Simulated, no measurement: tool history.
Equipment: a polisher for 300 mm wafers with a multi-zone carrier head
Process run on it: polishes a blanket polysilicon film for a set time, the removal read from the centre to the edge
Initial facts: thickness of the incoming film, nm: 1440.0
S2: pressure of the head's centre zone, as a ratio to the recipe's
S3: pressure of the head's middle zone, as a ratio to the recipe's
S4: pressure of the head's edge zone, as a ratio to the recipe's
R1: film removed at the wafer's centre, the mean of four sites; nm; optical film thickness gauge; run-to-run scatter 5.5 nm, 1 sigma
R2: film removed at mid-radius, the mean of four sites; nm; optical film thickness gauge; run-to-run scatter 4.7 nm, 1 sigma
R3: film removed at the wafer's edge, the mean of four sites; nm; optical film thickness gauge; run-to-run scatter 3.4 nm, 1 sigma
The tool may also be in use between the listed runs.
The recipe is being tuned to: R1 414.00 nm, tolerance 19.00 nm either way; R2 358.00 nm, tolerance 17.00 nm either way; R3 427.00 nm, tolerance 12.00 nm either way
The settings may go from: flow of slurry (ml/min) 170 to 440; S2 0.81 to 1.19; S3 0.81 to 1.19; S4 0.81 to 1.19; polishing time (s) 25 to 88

{"run": 1, "hour": 0.0, "flow of slurry (ml/min)": 280, "S2": 1.0, "S3": 1.0, "S4": 1.0, "polishing time (s)": 56, "R1": 609.47, "R2": 602.15, "R3": 583.05}
{"run": 2, "hour": 0.8, "flow of slurry (ml/min)": 280, "S2": 1.0, "S3": 1.0, "S4": 1.0, "polishing time (s)": 62, "R1": 675.53, "R2": 674.65, "R3": 643.91}
{"run": 3, "hour": 8.0, "flow of slurry (ml/min)": 270, "S2": 0.99, "S3": 0.95, "S4": 1.0, "polishing time (s)": 56, "R1": 589.51, "R2": 571.93, "R3": 577.83}
{"run": 4, "hour": 9.2, "flow of slurry (ml/min)": 270, "S2": 0.99, "S3": 0.95, "S4": 1.0, "polishing time (s)": 62, "R1": 649.69, "R2": 637.14, "R3": 643.07}
{"run": 5, "hour": 10.0, "flow of slurry (ml/min)": 215, "S2": 0.99, "S3": 0.95, "S4": 1.0, "polishing time (s)": 62, "R1": 648.25, "R2": 617.19, "R3": 635.51}
{"run": 6, "hour": 18.9, "flow of slurry (ml/min)": 285, "S2": 0.99, "S3": 0.95, "S4": 1.0, "polishing time (s)": 62, "R1": 643.53, "R2": 640.71, "R3": 644.39}
{"run": 7, "hour": 22.9, "flow of slurry (ml/min)": 270, "S2": 0.99, "S3": 0.92, "S4": 1.0, "polishing time (s)": 56, "R1": 584.7, "R2": 558.58, "R3": 585.97}
{"run": 8, "hour": 24.5, "flow of slurry (ml/min)": 270, "S2": 0.99, "S3": 0.92, "S4": 1.0, "polishing time (s)": 56, "R1": 598.67, "R2": 559.14, "R3": 577.65}
{"run": 9, "hour": 26.6, "flow of slurry (ml/min)": 255, "S2": 0.97, "S3": 0.89, "S4": 1.01, "polishing time (s)": 52, "R1": 537.38, "R2": 500.04, "R3": 539.56}
{"run": 10, "hour": 29.4, "flow of slurry (ml/min)": 245, "S2": 0.96, "S3": 0.87, "S4": 1.01, "polishing time (s)": 49, "R1": 507.94, "R2": 448.65, "R3": 508.94}
{"run": 11, "hour": 31.0, "flow of slurry (ml/min)": 240, "S2": 0.94, "S3": 0.86, "S4": 0.99, "polishing time (s)": 47, "R1": 466.63, "R2": 439.91, "R3": 485.49}
{"run": 12, "hour": 35.1, "flow of slurry (ml/min)": 240, "S2": 0.94, "S3": 0.86, "S4": 0.99, "polishing time (s)": 47, "R1": 470.37, "R2": 434.97, "R3": 488.01}
{"run": 13, "hour": 41.6, "flow of slurry (ml/min)": 235, "S2": 0.94, "S3": 0.85, "S4": 0.99, "polishing time (s)": 45, "R1": 448.65, "R2": 419.91, "R3": 459.8}
{"run": 14, "hour": 48.6, "flow of slurry (ml/min)": 225, "S2": 0.94, "S3": 0.84, "S4": 1.0, "polishing time (s)": 44, "R1": 425.38, "R2": 396.79, "R3": 451.45}
{"run": 15, "hour": 51.8, "flow of slurry (ml/min)": 215, "S2": 0.95, "S3": 0.83, "S4": 1.0, "polishing time (s)": 44, "R1": 443.59, "R2": 390.66, "R3": 444.96}
{"run": 16, "hour": 54.2, "flow of slurry (ml/min)": 215, "S2": 0.95, "S3": 0.83, "S4": 1.0, "polishing time (s)": 44, "R1": 441.02, "R2": 392.11, "R3": 448.74}
{"run": 17, "hour": 59.9, "flow of slurry (ml/min)": 210, "S2": 0.95, "S3": 0.83, "S4": 1.01, "polishing time (s)": 43, "R1": 425.18, "R2": 387.19, "R3": 433.95}

Below are 4 possible settings for the next run. Only one of them brings all results inside the allowed miss of their targets. Which is it?
{"run": "A", "hour": 65.6, "flow of slurry (ml/min)": 230, "S2": 0.94, "S3": 0.87, "S4": 0.98, "polishing time (s)": 42, "R1": "?", "R2": "?", "R3": "?"}
{"run": "B", "hour": 65.6, "flow of slurry (ml/min)": 250, "S2": 0.86, "S3": 0.9, "S4": 1.03, "polishing time (s)": 41, "R1": "?", "R2": "?", "R3": "?"}
{"run": "C", "hour": 65.6, "flow of slurry (ml/min)": 250, "S2": 0.97, "S3": 0.81, "S4": 1.05, "polishing time (s)": 40, "R1": "?", "R2": "?", "R3": "?"}
{"run": "D", "hour": 65.6, "flow of slurry (ml/min)": 310, "S2": 0.84, "S3": 0.89, "S4": 1.07, "polishing time (s)": 42, "R1": "?", "R2": "?", "R3": "?"}

move=A R1=413.45 R2=388.70 R3=427.02
move=B R1=372.56 R2=393.71 R3=429.61
move=C R1=410.12 R2=352.02 R3=423.62
move=D R1=380.92 R2=407.58 R3=455.33
A: further off than the last run
B: further off than the last run
C: hits every target within its allowed miss
D: further off than the last run
The right move is C.

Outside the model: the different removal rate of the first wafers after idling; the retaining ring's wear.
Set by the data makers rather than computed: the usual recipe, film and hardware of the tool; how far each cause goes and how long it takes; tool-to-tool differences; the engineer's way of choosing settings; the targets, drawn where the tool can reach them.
